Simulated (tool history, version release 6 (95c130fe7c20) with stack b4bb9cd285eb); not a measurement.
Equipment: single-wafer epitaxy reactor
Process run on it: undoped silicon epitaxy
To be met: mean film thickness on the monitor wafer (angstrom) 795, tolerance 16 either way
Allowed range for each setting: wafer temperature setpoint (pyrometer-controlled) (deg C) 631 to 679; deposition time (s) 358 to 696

run    day  wafer temperature setpoint (pyrometer-controlled) (deg C)  deposition time (s)  mean film thickness on the monitor wafer (angstrom)
  1      0                                                        655                  527                                               1062.4
  2  0.283                                                        653                  527                                               1029.6
  3  0.533                                                        653                  559                                               1074.5
  4  0.771                                                        653                  607                                               1181.7
  5  0.904                                                        647                  607                                               1057.7
  6  1.104                                                        645                  607                                               1008.1
  7  1.379                                                        644                  607                                               982.84
  8   1.75                                                        643                  607                                               968.86

Of the 4 settings listed for the next run, only one would bring every result within its allowed miss of target. Which one?
  A  2.121                                                        657                  649                                                    ?
  B  2.121                                                        631                  632                                                    ?
  C  2.121                                                        631                  665                                                    ?
  D  2.121                                                        659                  594                                                    ?

move  mean film thickness on the monitor wafer (angstrom)
   A                                               1362.5
   B                                               801.79
   C                                               843.65
   D                                                 1295
A: moves away from the targets compared with the last run
B: meets every target
C: closer than the last run, but not yet in spec
D: moves away from the targets compared with the last run
Go with B: it meets all targets.
